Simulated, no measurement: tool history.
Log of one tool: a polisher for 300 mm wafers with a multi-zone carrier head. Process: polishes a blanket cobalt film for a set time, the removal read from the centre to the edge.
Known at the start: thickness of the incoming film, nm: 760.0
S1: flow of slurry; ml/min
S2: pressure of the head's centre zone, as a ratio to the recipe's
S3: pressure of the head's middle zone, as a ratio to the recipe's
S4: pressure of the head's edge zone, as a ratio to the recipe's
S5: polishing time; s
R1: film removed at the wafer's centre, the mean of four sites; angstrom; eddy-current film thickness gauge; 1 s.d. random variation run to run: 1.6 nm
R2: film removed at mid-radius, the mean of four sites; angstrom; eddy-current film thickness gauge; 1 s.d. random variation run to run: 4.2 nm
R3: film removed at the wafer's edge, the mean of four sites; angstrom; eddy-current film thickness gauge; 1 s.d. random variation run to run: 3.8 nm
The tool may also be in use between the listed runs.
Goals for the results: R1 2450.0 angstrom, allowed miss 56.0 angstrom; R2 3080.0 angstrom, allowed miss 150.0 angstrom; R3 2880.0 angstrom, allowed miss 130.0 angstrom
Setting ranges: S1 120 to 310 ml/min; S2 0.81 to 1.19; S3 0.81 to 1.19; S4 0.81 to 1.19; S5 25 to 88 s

{"run": 1, "hour": 0.0, "S1": 200, "S2": 1.0, "S3": 1.0, "S4": 1.0, "S5": 56, "R1": 2709.1, "R2": 2732.7, "R3": 2811.0}
{"run": 2, "hour": 0.8, "S1": 200, "S2": 1.0, "S3": 0.92, "S4": 1.0, "S5": 56, "R1": 2729.0, "R2": 2462.9, "R3": 2809.2}
{"run": 3, "hour": 2.4, "S1": 195, "S2": 0.99, "S3": 0.94, "S4": 1.0, "S5": 56, "R1": 2674.8, "R2": 2569.7, "R3": 2819.6}
{"run": 4, "hour": 6.7, "S1": 195, "S2": 0.99, "S3": 0.94, "S4": 1.0, "S5": 67, "R1": 3203.3, "R2": 2996.1, "R3": 3259.9}
{"run": 5, "hour": 9.0, "S1": 190, "S2": 0.97, "S3": 0.95, "S4": 0.98, "S5": 67, "R1": 3092.8, "R2": 3056.9, "R3": 3219.6}
{"run": 6, "hour": 14.9, "S1": 185, "S2": 0.95, "S3": 0.95, "S4": 0.97, "S5": 67, "R1": 3025.1, "R2": 2957.9, "R3": 3220.2}
{"run": 7, "hour": 21.7, "S1": 180, "S2": 0.93, "S3": 0.97, "S4": 0.95, "S5": 67, "R1": 2993.7, "R2": 3083.2, "R3": 3168.8}
{"run": 8, "hour": 30.5, "S1": 175, "S2": 0.91, "S3": 0.98, "S4": 0.95, "S5": 66, "R1": 2818.6, "R2": 2952.9, "R3": 3064.4}
{"run": 9, "hour": 36.6, "S1": 170, "S2": 0.9, "S3": 1.0, "S4": 0.95, "S5": 66, "R1": 2794.4, "R2": 3043.8, "R3": 3235.7}
{"run": 10, "hour": 42.8, "S1": 225, "S2": 0.81, "S3": 1.06, "S4": 0.85, "S5": 59, "R1": 2359.7, "R2": 3008.2, "R3": 2767.7}

Below are 5 possible settings for the next run. Only one of them brings all results inside the allowed miss of their targets. Which is it?
{"run": "A", "hour": 49.0, "S1": 215, "S2": 0.82, "S3": 0.95, "S4": 0.89, "S5": 61, "R1": "?", "R2": "?", "R3": "?"}
{"run": "B", "hour": 49.0, "S1": 175, "S2": 0.81, "S3": 0.94, "S4": 0.96, "S5": 60, "R1": "?", "R2": "?", "R3": "?"}
{"run": "C", "hour": 49.0, "S1": 190, "S2": 0.81, "S3": 1.05, "S4": 0.86, "S5": 63, "R1": "?", "R2": "?", "R3": "?"}
{"run": "D", "hour": 49.0, "S1": 240, "S2": 0.86, "S3": 1.06, "S4": 0.86, "S5": 54, "R1": "?", "R2": "?", "R3": "?"}
{"run": "E", "hour": 49.0, "S1": 215, "S2": 0.87, "S3": 1.04, "S4": 0.84, "S5": 55, "R1": "?", "R2": "?", "R3": "?"}

move=A R1=2464.6 R2=2825.5 R3=2894.4
move=B R1=2304.9 R2=2662.8 R3=2876.3
move=C R1=2461.9 R2=3114.8 R3=2897.3
move=D R1=2329.7 R2=2784.9 R3=2547.5
move=E R1=2360.4 R2=2749.1 R3=2539.5
A: brings the last run's worst result on target, with another outside its allowed miss
B: its largest miss is bigger than the last run's
C: meets every target
D: its largest miss is bigger than the last run's
E: its largest miss is bigger than the last run's
Move C is the one to make.
